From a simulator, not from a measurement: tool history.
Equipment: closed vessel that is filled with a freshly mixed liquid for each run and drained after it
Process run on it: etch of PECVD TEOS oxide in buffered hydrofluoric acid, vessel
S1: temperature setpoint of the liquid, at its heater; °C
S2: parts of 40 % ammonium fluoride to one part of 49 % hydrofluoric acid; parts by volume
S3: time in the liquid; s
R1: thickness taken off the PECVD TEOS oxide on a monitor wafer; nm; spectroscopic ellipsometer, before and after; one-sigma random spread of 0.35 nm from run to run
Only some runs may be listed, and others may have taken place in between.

{"run": 1, "hour": 0.0, "S1": 22.0, "S2": 23.5, "S3": 85, "R1": 65.385}
{"run": 2, "hour": 5.2, "S1": 22.0, "S2": 23.5, "S3": 90, "R1": 68.851}
{"run": 3, "hour": 14.0, "S1": 22.0, "S2": 23.5, "S3": 85, "R1": 64.987}
{"run": 4, "hour": 15.3, "S1": 24.0, "S2": 23.5, "S3": 85, "R1": 72.474}
{"run": 5, "hour": 19.9, "S1": 22.5, "S2": 23.5, "S3": 85, "R1": 66.978}
{"run": 6, "hour": 29.2, "S1": 22.5, "S2": 21.0, "S3": 85, "R1": 72.779}
{"run": 7, "hour": 32.9, "S1": 21.0, "S2": 21.0, "S3": 85, "R1": 66.556}

Predict the results of run 8:
{"run": 8, "hour": 39.1, "S1": 20.0, "S2": 21.0, "S3": 85, "R1": "?"}

R1: 62.522 nm

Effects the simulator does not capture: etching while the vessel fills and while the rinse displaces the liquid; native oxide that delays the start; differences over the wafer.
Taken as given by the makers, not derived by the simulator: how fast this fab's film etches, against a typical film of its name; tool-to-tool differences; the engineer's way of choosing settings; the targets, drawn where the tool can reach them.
